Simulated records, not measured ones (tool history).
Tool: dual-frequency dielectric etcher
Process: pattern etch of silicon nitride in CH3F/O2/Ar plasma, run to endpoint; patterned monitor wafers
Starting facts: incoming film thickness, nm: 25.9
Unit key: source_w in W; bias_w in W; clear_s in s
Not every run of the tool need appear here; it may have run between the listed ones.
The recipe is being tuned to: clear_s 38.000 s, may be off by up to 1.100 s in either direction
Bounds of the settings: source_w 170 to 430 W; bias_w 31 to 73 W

| run | day | source_w | bias_w | clear_s |
|---|---|---|---|---|
| 1 | 0.000 | 300 | 52 | 42.518 |
| 2 | 0.238 | 300 | 43 | 44.736 |
| 3 | 0.554 | 320 | 44 | 43.601 |
| 4 | 0.908 | 360 | 44 | 42.085 |
| 5 | 1.071 | 370 | 45 | 41.662 |
| 6 | 1.192 | 410 | 45 | 39.816 |
| 7 | 1.438 | 410 | 46 | 39.973 |
| 8 | 1.617 | 410 | 47 | 39.797 |
| 9 | 1.646 | 410 | 48 | 39.470 |
| 10 | 1.875 | 410 | 49 | 39.166 |

Of the 4 settings listed for the next run, only one would bring every result within its allowed miss of target. Which one?
| A | 2.104 | 330 | 59 | ? |
| B | 2.104 | 370 | 50 | ? |
| C | 2.104 | 430 | 63 | ? |
| D | 2.104 | 430 | 51 | ? |

| move | clear_s |
|---|---|
| A | 39.836 |
| B | 40.245 |
| C | 36.191 |
| D | 38.265 |
A: moves away from the targets compared with the last run
B: moves away from the targets compared with the last run
C: moves the result that the last run missed by most past its target, out the other side
D: each result inside its tolerance
So the answer is move D, the one that meets all the targets.

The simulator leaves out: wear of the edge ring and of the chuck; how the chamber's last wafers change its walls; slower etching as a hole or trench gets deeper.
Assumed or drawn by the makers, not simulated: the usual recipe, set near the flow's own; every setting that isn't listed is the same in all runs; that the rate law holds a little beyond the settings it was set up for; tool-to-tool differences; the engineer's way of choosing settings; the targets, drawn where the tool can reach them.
